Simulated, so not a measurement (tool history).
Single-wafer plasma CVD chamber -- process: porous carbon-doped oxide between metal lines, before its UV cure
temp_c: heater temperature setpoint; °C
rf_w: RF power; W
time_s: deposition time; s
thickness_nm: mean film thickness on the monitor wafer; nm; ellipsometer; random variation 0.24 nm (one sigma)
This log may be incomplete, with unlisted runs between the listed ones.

run	hour	temp_c	rf_w	time_s	thickness_nm
1	0.0	285	665	12.7	94.820
2	5.5	285	630	12.7	91.759
3	11.9	283	630	12.7	92.631
4	13.3	283	555	12.7	85.290
5	18.1	280	565	12.7	88.753
6	26.6	280	655	12.7	97.364
7	29.9	279	655	12.7	98.171

Predict the results of run 8:
8	37.5	278	655	12.7	?

{"run 8": {"thickness_nm": 98.671}}
